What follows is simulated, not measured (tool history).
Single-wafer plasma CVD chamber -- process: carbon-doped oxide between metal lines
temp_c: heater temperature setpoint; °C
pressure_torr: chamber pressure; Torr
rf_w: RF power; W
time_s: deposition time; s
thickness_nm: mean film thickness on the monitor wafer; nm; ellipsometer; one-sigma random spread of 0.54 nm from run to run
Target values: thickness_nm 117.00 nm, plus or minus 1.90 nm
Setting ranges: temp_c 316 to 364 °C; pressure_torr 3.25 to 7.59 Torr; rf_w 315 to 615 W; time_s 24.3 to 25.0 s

| run | hour | temp_c | pressure_torr | rf_w | time_s | thickness_nm |
|---|---|---|---|---|---|---|
| 1 | 0.0 | 340 | 5.42 | 465 | 24.3 | 127.38 |
| 2 | 1.8 | 343 | 5.22 | 460 | 24.3 | 126.42 |
| 3 | 9.2 | 344 | 5.16 | 450 | 24.3 | 123.86 |
| 4 | 18.1 | 344 | 5.16 | 490 | 24.3 | 129.13 |
| 5 | 19.9 | 347 | 4.92 | 480 | 24.3 | 126.36 |
| 6 | 22.3 | 349 | 4.72 | 475 | 24.3 | 124.14 |
| 7 | 25.1 | 351 | 4.57 | 470 | 24.3 | 122.12 |
|  | 33.2 | thermocouple changed; heater temperature recalibrated |
| 8 | 33.2 | 353 | 4.47 | 470 | 24.3 | 123.37 |
| 9 | 35.4 | 353 | 4.36 | 460 | 24.3 | 121.40 |

Consider the 4 candidate settings below. Which is the only one whose results all fall within their allowed miss of target?
| A | 37.6 | 353 | 3.39 | 515 | 24.3 | ? |
| B | 37.6 | 351 | 4.01 | 400 | 24.6 | ? |
| C | 37.6 | 363 | 3.55 | 435 | 25.0 | ? |
| D | 37.6 | 349 | 4.80 | 395 | 24.3 | ? |

| move | thickness_nm |
|---|---|
| A | 126.86 |
| B | 113.76 |
| C | 116.20 |
| D | 114.10 |
A: misses by more than the last run did
B: carries the result that was furthest off beyond its target, to the other side
C: in spec on every target
D: carries the result that was furthest off beyond its target, to the other side
C meets every target.

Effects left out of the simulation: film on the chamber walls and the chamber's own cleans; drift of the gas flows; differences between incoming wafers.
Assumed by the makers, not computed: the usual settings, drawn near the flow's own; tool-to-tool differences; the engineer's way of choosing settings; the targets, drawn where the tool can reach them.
